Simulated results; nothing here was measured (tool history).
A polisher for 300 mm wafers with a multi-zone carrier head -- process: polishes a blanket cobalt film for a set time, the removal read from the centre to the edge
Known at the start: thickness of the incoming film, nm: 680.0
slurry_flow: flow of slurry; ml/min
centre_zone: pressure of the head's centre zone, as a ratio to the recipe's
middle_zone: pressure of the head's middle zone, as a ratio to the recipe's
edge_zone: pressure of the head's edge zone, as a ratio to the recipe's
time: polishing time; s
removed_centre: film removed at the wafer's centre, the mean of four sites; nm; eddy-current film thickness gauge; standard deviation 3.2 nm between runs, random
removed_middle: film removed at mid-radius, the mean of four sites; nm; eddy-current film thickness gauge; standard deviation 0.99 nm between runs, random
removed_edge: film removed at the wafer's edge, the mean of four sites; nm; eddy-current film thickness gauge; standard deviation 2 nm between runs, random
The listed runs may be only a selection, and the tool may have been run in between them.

Run 1, hour 0.0: slurry_flow 235 ml/min, centre_zone 1.00, middle_zone 1.00, edge_zone 1.00, time 39 s. Result: removed_centre 239.72 nm, removed_middle 230.15 nm, removed_edge 237.37 nm.
Run 2, hour 2.0: slurry_flow 225 ml/min, centre_zone 1.03, middle_zone 0.95, edge_zone 0.95, time 37 s. Result: removed_centre 233.15 nm, removed_middle 207.22 nm, removed_edge 219.50 nm.
Run 3, hour 2.9: slurry_flow 225 ml/min, centre_zone 1.03, middle_zone 0.88, edge_zone 0.95, time 37 s. Result: removed_centre 225.93 nm, removed_middle 194.99 nm, removed_edge 219.41 nm.
Run 4, hour 8.0: slurry_flow 220 ml/min, centre_zone 1.05, middle_zone 0.87, edge_zone 0.91, time 35 s. Result: removed_centre 219.60 nm, removed_middle 182.36 nm, removed_edge 199.81 nm.
Run 5, hour 8.6: slurry_flow 220 ml/min, centre_zone 1.05, middle_zone 0.87, edge_zone 0.95, time 35 s. Result: removed_centre 222.10 nm, removed_middle 183.92 nm, removed_edge 206.88 nm.
Run 6, hour 17.0: slurry_flow 210 ml/min, centre_zone 1.06, middle_zone 0.85, edge_zone 0.91, time 34 s. Result: removed_centre 216.53 nm, removed_middle 172.37 nm, removed_edge 195.85 nm.
Run 7, hour 18.8: slurry_flow 205 ml/min, centre_zone 1.07, middle_zone 0.85, edge_zone 0.88, time 34 s. Result: removed_centre 216.57 nm, removed_middle 171.55 nm, removed_edge 194.90 nm.
Run 8, hour 24.2: slurry_flow 205 ml/min, centre_zone 1.07, middle_zone 0.85, edge_zone 0.88, time 34 s. Result: removed_centre 218.13 nm, removed_middle 173.25 nm, removed_edge 192.88 nm.

For run 9, what comes out?
Run 9, hour 32.5: slurry_flow 205 ml/min, centre_zone 1.08, middle_zone 0.84, edge_zone 0.86, time 34 s. Result: removed_centre ?, removed_middle ?, removed_edge ?.

Run 9 produced removed_centre 218.48 nm, removed_middle 171.04 nm, removed_edge 189.52 nm.

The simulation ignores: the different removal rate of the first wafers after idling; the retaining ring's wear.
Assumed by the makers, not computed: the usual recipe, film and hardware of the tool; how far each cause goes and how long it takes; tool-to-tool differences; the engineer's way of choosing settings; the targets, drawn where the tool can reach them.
